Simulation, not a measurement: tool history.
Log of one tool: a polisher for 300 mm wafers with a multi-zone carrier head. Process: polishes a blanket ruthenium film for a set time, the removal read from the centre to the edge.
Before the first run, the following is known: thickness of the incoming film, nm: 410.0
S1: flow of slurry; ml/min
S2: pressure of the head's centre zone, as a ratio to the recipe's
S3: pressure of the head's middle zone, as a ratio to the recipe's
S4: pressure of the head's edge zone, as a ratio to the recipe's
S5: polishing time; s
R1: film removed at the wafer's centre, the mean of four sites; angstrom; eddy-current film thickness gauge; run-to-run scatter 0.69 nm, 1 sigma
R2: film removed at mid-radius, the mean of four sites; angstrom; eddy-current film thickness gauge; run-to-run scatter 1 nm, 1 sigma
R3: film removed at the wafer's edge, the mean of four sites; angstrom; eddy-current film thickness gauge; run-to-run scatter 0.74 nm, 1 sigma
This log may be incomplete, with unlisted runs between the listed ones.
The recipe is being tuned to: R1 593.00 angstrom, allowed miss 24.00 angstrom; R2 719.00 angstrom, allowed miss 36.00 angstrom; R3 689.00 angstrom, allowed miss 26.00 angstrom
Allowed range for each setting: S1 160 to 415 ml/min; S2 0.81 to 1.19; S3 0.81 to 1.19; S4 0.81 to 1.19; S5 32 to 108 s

{"run": 1, "hour": 0.0, "S1": 265, "S2": 1.0, "S3": 1.0, "S4": 1.0, "S5": 70, "R1": 486.19, "R2": 484.63, "R3": 538.89}
{"run": 2, "hour": 8.0, "S1": 265, "S2": 1.0, "S3": 1.0, "S4": 1.0, "S5": 82, "R1": 570.98, "R2": 575.3, "R3": 614.4}
{"run": 3, "hour": 13.2, "S1": 265, "S2": 1.0, "S3": 1.0, "S4": 0.94, "S5": 82, "R1": 576.3, "R2": 570.27, "R3": 605.53}
{"run": 4, "hour": 20.2, "S1": 265, "S2": 1.04, "S3": 1.0, "S4": 0.94, "S5": 82, "R1": 592.42, "R2": 575.81, "R3": 602.95}
{"hour": 22.3, "done": "edge zone pressure recalibrated"}
{"run": 5, "hour": 22.3, "S1": 265, "S2": 1.04, "S3": 1.0, "S4": 0.87, "S5": 82, "R1": 604.01, "R2": 590.67, "R3": 562.27}
{"run": 6, "hour": 29.8, "S1": 265, "S2": 1.04, "S3": 1.0, "S4": 0.95, "S5": 82, "R1": 601.72, "R2": 577.87, "R3": 588.74}
{"run": 7, "hour": 32.6, "S1": 270, "S2": 1.01, "S3": 1.05, "S4": 0.97, "S5": 84, "R1": 596.17, "R2": 605.04, "R3": 600.33}
{"run": 8, "hour": 35.2, "S1": 270, "S2": 0.96, "S3": 1.08, "S4": 0.99, "S5": 88, "R1": 605.36, "R2": 641.29, "R3": 638.46}
{"run": 9, "hour": 41.9, "S1": 270, "S2": 0.92, "S3": 1.11, "S4": 1.0, "S5": 90, "R1": 577.84, "R2": 684.45, "R3": 658.92}

Which one of the following 5 next-run settings gets every result inside its allowed miss? There is exactly one.
{"run": "A", "hour": 48.6, "S1": 295, "S2": 0.85, "S3": 1.19, "S4": 0.9, "S5": 92, "R1": "?", "R2": "?", "R3": "?"}
{"run": "B", "hour": 48.6, "S1": 285, "S2": 0.9, "S3": 1.12, "S4": 0.99, "S5": 94, "R1": "?", "R2": "?", "R3": "?"}
{"run": "C", "hour": 48.6, "S1": 300, "S2": 0.93, "S3": 1.19, "S4": 0.95, "S5": 85, "R1": "?", "R2": "?", "R3": "?"}
{"run": "D", "hour": 48.6, "S1": 245, "S2": 1.0, "S3": 1.18, "S4": 1.01, "S5": 87, "R1": "?", "R2": "?", "R3": "?"}
{"run": "E", "hour": 48.6, "S1": 395, "S2": 0.97, "S3": 1.19, "S4": 0.88, "S5": 87, "R1": "?", "R2": "?", "R3": "?"}

move=A R1=563.78 R2=741.19 R3=661.06
move=B R1=607.46 R2=721.39 R3=704.88
move=C R1=571.47 R2=685.67 R3=627.13
move=D R1=612.89 R2=680.71 R3=649.24
move=E R1=627.05 R2=719.23 R3=631.41
A: moves away from the targets compared with the last run
B: in spec on every target
C: moves away from the targets compared with the last run
D: moves away from the targets compared with the last run
E: moves away from the targets compared with the last run
The move that meets every target is B.
